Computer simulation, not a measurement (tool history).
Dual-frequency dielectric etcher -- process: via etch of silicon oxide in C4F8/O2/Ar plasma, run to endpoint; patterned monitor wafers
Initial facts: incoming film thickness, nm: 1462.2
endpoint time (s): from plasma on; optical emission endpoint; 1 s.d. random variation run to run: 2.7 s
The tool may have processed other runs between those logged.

run 1 hour=0.0 | source_power_(kW)=1.910 bias_power_(kW)=1.869 | endpoint_time_(s)=303.50
run 2 hour=8.6 | source_power_(kW)=1.820 bias_power_(kW)=1.836 | endpoint_time_(s)=313.70
run 3 hour=17.0 | source_power_(kW)=1.760 bias_power_(kW)=1.818 | endpoint_time_(s)=320.77
run 4 hour=19.4 | source_power_(kW)=1.760 bias_power_(kW)=1.624 | endpoint_time_(s)=332.18
run 5 hour=21.1 | source_power_(kW)=1.730 bias_power_(kW)=1.617 | endpoint_time_(s)=331.60
run 6 hour=26.4 | source_power_(kW)=1.730 bias_power_(kW)=1.734 | endpoint_time_(s)=331.83
run 7 hour=31.9 | source_power_(kW)=1.500 bias_power_(kW)=1.667 | endpoint_time_(s)=368.82
run 8 hour=35.8 | source_power_(kW)=1.520 bias_power_(kW)=1.671 | endpoint_time_(s)=363.51

Run 9 is up next; what results do you expect?
run 9 hour=43.6 | source_power_(kW)=1.520 bias_power_(kW)=1.671 | endpoint_time_(s)=?

Run 9 gave endpoint time (s) 361.21.

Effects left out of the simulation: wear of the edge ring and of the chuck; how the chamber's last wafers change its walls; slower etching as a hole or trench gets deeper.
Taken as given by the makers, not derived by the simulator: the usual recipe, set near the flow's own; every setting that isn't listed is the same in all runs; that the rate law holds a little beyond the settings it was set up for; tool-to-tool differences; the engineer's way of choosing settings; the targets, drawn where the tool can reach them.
